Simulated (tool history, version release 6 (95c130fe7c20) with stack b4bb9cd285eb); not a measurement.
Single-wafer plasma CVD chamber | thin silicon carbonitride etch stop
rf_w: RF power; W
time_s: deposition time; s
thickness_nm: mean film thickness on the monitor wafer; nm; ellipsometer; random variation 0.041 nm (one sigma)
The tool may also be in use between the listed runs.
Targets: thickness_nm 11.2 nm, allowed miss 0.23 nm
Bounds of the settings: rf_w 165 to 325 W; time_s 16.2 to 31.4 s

Run 1, hour 0: rf_w 245 W, time_s 23.8 s. Result: thickness_nm 14.838 nm.
Run 2, hour 2.1: rf_w 245 W, time_s 20.4 s. Result: thickness_nm 12.668 nm.
Run 3, hour 3.2: rf_w 225 W, time_s 20.4 s. Result: thickness_nm 12.25 nm.
Run 4, hour 11.9: rf_w 240 W, time_s 20.4 s. Result: thickness_nm 12.609 nm.
Run 5, hour 12.5: rf_w 275 W, time_s 20.4 s. Result: thickness_nm 13.42 nm.
Run 6, hour 15.2: rf_w 300 W, time_s 20.4 s. Result: thickness_nm 13.763 nm.
Run 7, hour 23.1: rf_w 280 W, time_s 20 s. Result: thickness_nm 13.19 nm.
Run 8, hour 26.8: rf_w 260 W, time_s 19.7 s. Result: thickness_nm 12.572 nm.

4 next moves are on the table. One of them brings every result within its allowed miss. Which?
Run A, hour 30.5: rf_w 285 W, time_s 16.2 s. Result: thickness_nm ?.
Run B, hour 30.5: rf_w 260 W, time_s 18.7 s. Result: thickness_nm ?.
Run C, hour 30.5: rf_w 255 W, time_s 17.6 s. Result: thickness_nm ?.
Run D, hour 30.5: rf_w 265 W, time_s 20.4 s. Result: thickness_nm ?.

move  thickness_nm
   A        10.789
   B        11.973
   C        11.173
   D        13.171
A: takes the result that was furthest off past its target
B: nearer than the last run, and not there yet
C: meets every target
D: further off than the last run
The right move is C.
